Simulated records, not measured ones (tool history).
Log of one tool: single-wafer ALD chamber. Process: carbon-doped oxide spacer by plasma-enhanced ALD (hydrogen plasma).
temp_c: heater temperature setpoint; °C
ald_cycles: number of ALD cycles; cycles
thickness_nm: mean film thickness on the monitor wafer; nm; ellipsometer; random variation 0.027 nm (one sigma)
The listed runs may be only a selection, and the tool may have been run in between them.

run    day  temp_c  ald_cycles  thickness_nm
  1      0     390         201        9.8923
  2  0.021     390         213        10.499
  3  0.042     396         213        10.514
  4  0.075     390         213        10.479
  5  0.154     390         192        9.4374
  6  0.304     390         176        8.6686
  7  0.446     390         176        8.6375
  8  0.592     390         208        10.222
  9  0.883     390         240        11.795

For run 10, what comes out?
 10  1.221     390         244             ?

For run 10 the tool returned thickness_nm 11.968 nm.

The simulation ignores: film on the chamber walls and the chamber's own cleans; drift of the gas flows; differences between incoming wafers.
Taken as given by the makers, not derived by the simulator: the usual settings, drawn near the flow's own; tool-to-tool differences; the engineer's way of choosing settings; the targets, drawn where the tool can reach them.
